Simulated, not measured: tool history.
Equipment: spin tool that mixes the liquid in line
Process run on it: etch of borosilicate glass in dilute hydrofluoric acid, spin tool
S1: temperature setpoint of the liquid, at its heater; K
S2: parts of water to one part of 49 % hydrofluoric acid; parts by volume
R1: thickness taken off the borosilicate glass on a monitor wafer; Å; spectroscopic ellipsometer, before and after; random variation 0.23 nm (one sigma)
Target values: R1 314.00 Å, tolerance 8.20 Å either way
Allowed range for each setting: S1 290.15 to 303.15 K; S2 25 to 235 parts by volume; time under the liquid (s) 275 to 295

Run 1, hour 0.0: S1 295.15 K, S2 130 parts by volume, time under the liquid (s) 275. Result: R1 457.00 Å.
Run 2, hour 2.5: S1 295.15 K, S2 130 parts by volume, time under the liquid (s) 295. Result: R1 487.63 Å.
Run 3, hour 7.9: S1 294.65 K, S2 135 parts by volume, time under the liquid (s) 295. Result: R1 459.78 Å.
Run 4, hour 12.9: S1 294.65 K, S2 110 parts by volume, time under the liquid (s) 295. Result: R1 586.37 Å.
Run 5, hour 15.1: S1 294.65 K, S2 145 parts by volume, time under the liquid (s) 295. Result: R1 416.52 Å.
Run 6, hour 19.0: S1 294.65 K, S2 125 parts by volume, time under the liquid (s) 295. Result: R1 497.96 Å.
Run 7, hour 22.4: S1 294.15 K, S2 130 parts by volume, time under the liquid (s) 295. Result: R1 460.44 Å.
Run 8, hour 27.9: S1 293.65 K, S2 130 parts by volume, time under the liquid (s) 295. Result: R1 457.47 Å.
Run 9, hour 34.1: S1 293.15 K, S2 135 parts by volume, time under the liquid (s) 295. Result: R1 433.20 Å.
Run 10, hour 34.7: S1 292.65 K, S2 140 parts by volume, time under the liquid (s) 295. Result: R1 407.46 Å.
Run 11, hour 36.8: S1 292.15 K, S2 140 parts by volume, time under the liquid (s) 295. Result: R1 396.00 Å.
Run 12, hour 38.1: S1 291.15 K, S2 150 parts by volume, time under the liquid (s) 295. Result: R1 353.77 Å.

Which single option among these 4 for the next run brings every result within its allowed miss of target? Just one does.
Run A, hour 39.4: S1 292.15 K, S2 135 parts by volume, time under the liquid (s) 295. Result: R1 ?.
Run B, hour 39.4: S1 290.15 K, S2 160 parts by volume, time under the liquid (s) 280. Result: R1 ?.
Run C, hour 39.4: S1 290.15 K, S2 170 parts by volume, time under the liquid (s) 290. Result: R1 ?.
Run D, hour 39.4: S1 293.15 K, S2 165 parts by volume, time under the liquid (s) 275. Result: R1 ?.

move      R1
   A  412.27
   B  296.89
   C  286.67
   D  317.33
A: moves away from the targets compared with the last run
B: carries the result that was furthest off beyond its target, to the other side
C: carries the result that was furthest off beyond its target, to the other side
D: every result within its allowed miss
The right move is D.
